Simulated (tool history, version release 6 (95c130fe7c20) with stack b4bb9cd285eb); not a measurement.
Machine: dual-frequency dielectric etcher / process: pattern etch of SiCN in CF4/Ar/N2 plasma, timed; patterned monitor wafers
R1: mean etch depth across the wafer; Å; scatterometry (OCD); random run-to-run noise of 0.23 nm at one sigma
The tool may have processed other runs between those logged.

Run 1, hour 0: source power (kW) 0.41, bias power (kW) 0.073, Ar flow (sccm) 85, CF4 flow (sccm) 46, etch time (s) 157. Result: R1 1260.3 Å.
Run 2, hour 4.1: source power (kW) 0.36, bias power (kW) 0.069, Ar flow (sccm) 87, CF4 flow (sccm) 45, etch time (s) 157. Result: R1 1100.9 Å.
Run 3, hour 9.9: source power (kW) 0.36, bias power (kW) 0.069, Ar flow (sccm) 87, CF4 flow (sccm) 41, etch time (s) 157. Result: R1 1093.7 Å.
Run 4, hour 11.8: source power (kW) 0.36, bias power (kW) 0.069, Ar flow (sccm) 87, CF4 flow (sccm) 41, etch time (s) 163.5. Result: R1 1138.7 Å.
Run 5, hour 14.2: source power (kW) 0.33, bias power (kW) 0.065, Ar flow (sccm) 89, CF4 flow (sccm) 40, etch time (s) 163.5. Result: R1 1025.6 Å.
Run 6, hour 20.4: source power (kW) 0.33, bias power (kW) 0.065, Ar flow (sccm) 95, CF4 flow (sccm) 40, etch time (s) 163.5. Result: R1 1015.9 Å.
Run 7, hour 25.1: source power (kW) 0.31, bias power (kW) 0.064, Ar flow (sccm) 95, CF4 flow (sccm) 40, etch time (s) 163.5. Result: R1 959.87 Å.

Predict the results of run 8:
Run 8, hour 27.3: source power (kW) 0.29, bias power (kW) 0.064, Ar flow (sccm) 95, CF4 flow (sccm) 40, etch time (s) 163.5. Result: R1 ?.

{"run 8": {"R1": 911.73}}

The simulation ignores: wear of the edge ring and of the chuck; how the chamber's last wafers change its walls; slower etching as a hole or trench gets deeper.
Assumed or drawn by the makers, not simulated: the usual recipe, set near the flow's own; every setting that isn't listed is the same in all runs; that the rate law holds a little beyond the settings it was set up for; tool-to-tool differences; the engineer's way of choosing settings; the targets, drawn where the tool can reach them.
